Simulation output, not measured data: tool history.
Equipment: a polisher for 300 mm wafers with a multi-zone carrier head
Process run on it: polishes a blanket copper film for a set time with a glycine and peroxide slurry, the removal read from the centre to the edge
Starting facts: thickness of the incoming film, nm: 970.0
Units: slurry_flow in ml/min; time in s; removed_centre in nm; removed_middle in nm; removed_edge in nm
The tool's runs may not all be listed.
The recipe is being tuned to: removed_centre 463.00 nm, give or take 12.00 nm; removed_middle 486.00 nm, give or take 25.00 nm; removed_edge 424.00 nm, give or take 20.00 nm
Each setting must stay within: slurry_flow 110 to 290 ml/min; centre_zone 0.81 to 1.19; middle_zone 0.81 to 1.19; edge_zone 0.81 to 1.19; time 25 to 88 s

Run 1, hour 0.0: slurry_flow 185 ml/min, centre_zone 1.00, middle_zone 1.00, edge_zone 1.00, time 56 s. Result: removed_centre 313.40 nm, removed_middle 292.72 nm, removed_edge 308.50 nm.
Run 2, hour 7.3: slurry_flow 195 ml/min, centre_zone 1.01, middle_zone 1.04, edge_zone 1.00, time 59 s. Result: removed_centre 334.02 nm, removed_middle 330.61 nm, removed_edge 334.51 nm.
Run 3, hour 9.8: slurry_flow 195 ml/min, centre_zone 1.09, middle_zone 1.04, edge_zone 1.00, time 59 s. Result: removed_centre 348.15 nm, removed_middle 334.62 nm, removed_edge 328.00 nm.
Run 4, hour 10.8: slurry_flow 225 ml/min, centre_zone 1.09, middle_zone 1.04, edge_zone 1.00, time 59 s. Result: removed_centre 355.90 nm, removed_middle 340.60 nm, removed_edge 330.85 nm.
Run 5, hour 11.5: slurry_flow 230 ml/min, centre_zone 1.11, middle_zone 1.06, edge_zone 1.01, time 62 s. Result: removed_centre 382.84 nm, removed_middle 358.20 nm, removed_edge 353.12 nm.
At hour 19.8: slurry nozzle cleaned.
Run 6, hour 19.8: slurry_flow 230 ml/min, centre_zone 1.11, middle_zone 1.00, edge_zone 1.01, time 62 s. Result: removed_centre 402.75 nm, removed_middle 369.00 nm, removed_edge 365.06 nm.
Run 7, hour 21.5: slurry_flow 240 ml/min, centre_zone 1.10, middle_zone 1.03, edge_zone 0.99, time 65 s. Result: removed_centre 416.96 nm, removed_middle 394.66 nm, removed_edge 384.69 nm.
Run 8, hour 23.9: slurry_flow 250 ml/min, centre_zone 1.10, middle_zone 1.04, edge_zone 0.96, time 66 s. Result: removed_centre 428.62 nm, removed_middle 391.69 nm, removed_edge 384.92 nm.
Run 9, hour 31.9: slurry_flow 240 ml/min, centre_zone 1.15, middle_zone 1.14, edge_zone 1.06, time 68 s. Result: removed_centre 450.20 nm, removed_middle 447.34 nm, removed_edge 409.89 nm.
Run 10, hour 38.2: slurry_flow 245 ml/min, centre_zone 1.15, middle_zone 1.15, edge_zone 1.06, time 68 s. Result: removed_centre 445.74 nm, removed_middle 440.55 nm, removed_edge 404.52 nm.
Run 11, hour 41.7: slurry_flow 245 ml/min, centre_zone 1.14, middle_zone 1.16, edge_zone 1.06, time 69 s. Result: removed_centre 456.42 nm, removed_middle 461.73 nm, removed_edge 424.46 nm.

Below are 4 possible settings for the next run. Only one of them brings all results inside the allowed miss of their targets. Which is it?
Run A, hour 45.2: slurry_flow 255 ml/min, centre_zone 1.13, middle_zone 1.05, edge_zone 1.00, time 71 s. Result: removed_centre ?, removed_middle ?, removed_edge ?.
Run B, hour 45.2: slurry_flow 240 ml/min, centre_zone 1.06, middle_zone 1.16, edge_zone 0.95, time 73 s. Result: removed_centre ?, removed_middle ?, removed_edge ?.
Run C, hour 45.2: slurry_flow 220 ml/min, centre_zone 1.02, middle_zone 1.19, edge_zone 1.07, time 70 s. Result: removed_centre ?, removed_middle ?, removed_edge ?.
Run D, hour 45.2: slurry_flow 255 ml/min, centre_zone 1.10, middle_zone 1.01, edge_zone 1.13, time 68 s. Result: removed_centre ?, removed_middle ?, removed_edge ?.

move  removed_centre  removed_middle  removed_edge
   A          463.78          444.89        418.78
   B          457.07          495.32        417.65
   C          424.79          481.17        421.26
   D          437.25          412.24        426.46
A: the biggest miss grows against the last run
B: meets every target
C: puts the biggest miss on target and leaves a different result outside tolerance
D: the biggest miss grows against the last run
The move that meets every target is B.
